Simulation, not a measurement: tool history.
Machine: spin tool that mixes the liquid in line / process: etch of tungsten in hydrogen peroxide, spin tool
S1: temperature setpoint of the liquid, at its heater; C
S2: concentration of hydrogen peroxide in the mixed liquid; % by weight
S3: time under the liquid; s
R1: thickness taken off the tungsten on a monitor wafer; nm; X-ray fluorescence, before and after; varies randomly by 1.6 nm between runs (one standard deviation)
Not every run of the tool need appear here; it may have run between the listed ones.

run 1 hour=0.0 | S1=47.0 S2=19.5 S3=50 | R1=87.104
run 2 hour=1.8 | S1=52.5 S2=19.5 S3=50 | R1=122.660
run 3 hour=5.0 | S1=56.0 S2=19.5 S3=50 | R1=152.250
run 4 hour=6.0 | S1=51.5 S2=19.5 S3=50 | R1=116.400
run 5 hour=7.7 | S1=51.5 S2=19.5 S3=50 | R1=116.300
run 6 hour=11.8 | S1=51.5 S2=19.5 S3=50 | R1=115.300
run 7 hour=20.0 | S1=55.5 S2=19.5 S3=50 | R1=147.980
run 8 hour=28.8 | S1=58.0 S2=19.5 S3=50 | R1=172.220
run 9 hour=29.4 | S1=59.5 S2=19.5 S3=50 | R1=186.410
run 10 hour=31.7 | S1=60.5 S2=19.5 S3=50 | R1=199.510
run 11 hour=38.9 | S1=61.5 S2=19.5 S3=50 | R1=209.870
run 12 hour=47.5 | S1=62.0 S2=19.5 S3=50 | R1=217.100

The next listed run, before its measurement:
run 13 hour=52.3 | S1=62.5 S2=19.5 S3=50 | R1=?

R1: 221.940 nm
